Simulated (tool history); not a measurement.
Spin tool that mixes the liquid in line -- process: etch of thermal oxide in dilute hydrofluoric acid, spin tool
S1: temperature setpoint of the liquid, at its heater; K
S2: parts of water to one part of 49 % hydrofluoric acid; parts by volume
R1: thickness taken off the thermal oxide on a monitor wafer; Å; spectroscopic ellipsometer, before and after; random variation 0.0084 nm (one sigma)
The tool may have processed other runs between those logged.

{"run": 1, "hour": 0.0, "S1": 298.15, "S2": 115, "time under the liquid (s)": 95, "R1": 37.386}
{"run": 2, "hour": 8.7, "S1": 298.15, "S2": 150, "time under the liquid (s)": 95, "R1": 27.628}
{"run": 3, "hour": 13.5, "S1": 298.15, "S2": 130, "time under the liquid (s)": 95, "R1": 32.417}
{"run": 4, "hour": 22.3, "S1": 297.15, "S2": 130, "time under the liquid (s)": 95, "R1": 31.257}
{"run": 5, "hour": 29.2, "S1": 295.15, "S2": 130, "time under the liquid (s)": 95, "R1": 28.817}
{"run": 6, "hour": 34.2, "S1": 293.65, "S2": 130, "time under the liquid (s)": 95, "R1": 27.23}

Run 7 is up next; what results do you expect?
{"run": 7, "hour": 36.5, "S1": 292.65, "S2": 130, "time under the liquid (s)": 95, "R1": "?"}

R1: 26.114 Å
